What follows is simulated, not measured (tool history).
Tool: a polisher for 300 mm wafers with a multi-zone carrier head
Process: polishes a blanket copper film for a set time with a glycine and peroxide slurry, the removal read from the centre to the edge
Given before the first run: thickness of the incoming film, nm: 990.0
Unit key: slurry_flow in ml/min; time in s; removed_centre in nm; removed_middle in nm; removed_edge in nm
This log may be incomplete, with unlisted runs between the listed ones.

| run | hour | slurry_flow | centre_zone | middle_zone | edge_zone | time | removed_centre | removed_middle | removed_edge |
|---|---|---|---|---|---|---|---|---|---|
| 1 | 0.0 | 305 | 1.00 | 1.00 | 1.00 | 52 | 383.46 | 387.08 | 386.71 |
| 2 | 8.6 | 305 | 1.00 | 1.00 | 1.00 | 61 | 455.96 | 452.02 | 450.55 |
| 3 | 13.1 | 300 | 0.97 | 0.98 | 0.96 | 57 | 409.95 | 418.04 | 414.37 |
| 4 | 18.2 | 295 | 0.95 | 0.96 | 0.94 | 54 | 375.75 | 386.11 | 386.04 |
| 5 | 19.8 | 295 | 0.98 | 0.96 | 0.94 | 54 | 394.42 | 385.44 | 388.64 |
| 6 | 25.3 | 295 | 0.98 | 0.96 | 0.90 | 54 | 386.75 | 387.81 | 381.04 |

The next listed run, before its measurement:
| 7 | 31.1 | 290 | 0.96 | 0.94 | 0.88 | 52 | ? | ? | ? |

removed_centre: 357.49 nm
removed_middle: 366.60 nm
removed_edge: 360.54 nm
